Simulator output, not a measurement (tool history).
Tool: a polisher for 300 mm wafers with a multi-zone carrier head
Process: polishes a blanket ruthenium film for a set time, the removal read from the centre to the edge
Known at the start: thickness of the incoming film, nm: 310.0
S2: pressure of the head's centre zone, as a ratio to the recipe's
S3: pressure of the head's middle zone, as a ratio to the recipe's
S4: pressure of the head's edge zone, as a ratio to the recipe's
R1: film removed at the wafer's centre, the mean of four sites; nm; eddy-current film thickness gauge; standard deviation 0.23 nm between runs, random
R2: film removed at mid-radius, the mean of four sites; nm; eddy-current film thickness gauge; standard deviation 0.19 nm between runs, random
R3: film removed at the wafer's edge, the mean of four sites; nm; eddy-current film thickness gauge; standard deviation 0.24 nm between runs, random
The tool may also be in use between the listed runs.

Run 1, hour 0: flow of slurry (ml/min) 245, S2 1, S3 1, S4 1, polishing time (s) 47. Result: R1 39.656 nm, R2 38.119 nm, R3 38.008 nm.
Run 2, hour 0.9: flow of slurry (ml/min) 245, S2 1, S3 0.95, S4 1, polishing time (s) 47. Result: R1 39.754 nm, R2 36.466 nm, R3 38.582 nm.
Run 3, hour 2.3: flow of slurry (ml/min) 230, S2 0.95, S3 0.92, S4 0.98, polishing time (s) 40. Result: R1 31.992 nm, R2 30.799 nm, R3 31.903 nm.
Run 4, hour 5.3: flow of slurry (ml/min) 230, S2 0.95, S3 0.95, S4 0.98, polishing time (s) 40. Result: R1 31.747 nm, R2 31.469 nm, R3 32.245 nm.
Run 5, hour 13.2: flow of slurry (ml/min) 230, S2 0.95, S3 1, S4 0.98, polishing time (s) 40. Result: R1 32.528 nm, R2 33.101 nm, R3 32.253 nm.
Run 6, hour 14.4: flow of slurry (ml/min) 220, S2 0.92, S3 0.94, S4 1, polishing time (s) 35. Result: R1 27.265 nm, R2 27.018 nm, R3 28.185 nm.
Run 7, hour 22.1: flow of slurry (ml/min) 210, S2 0.89, S3 0.92, S4 1.02, polishing time (s) 33. Result: R1 24.675 nm, R2 24.902 nm, R3 26.845 nm.

Run 8, settings as shown, results not yet in. Your forecast:
Run 8, hour 25.8: flow of slurry (ml/min) 200, S2 0.87, S3 0.9, S4 1.02, polishing time (s) 31. Result: R1 ?, R2 ?, R3 ?.

Run 8 measured R1 23.112 nm, R2 22.803 nm, R3 24.74 nm.

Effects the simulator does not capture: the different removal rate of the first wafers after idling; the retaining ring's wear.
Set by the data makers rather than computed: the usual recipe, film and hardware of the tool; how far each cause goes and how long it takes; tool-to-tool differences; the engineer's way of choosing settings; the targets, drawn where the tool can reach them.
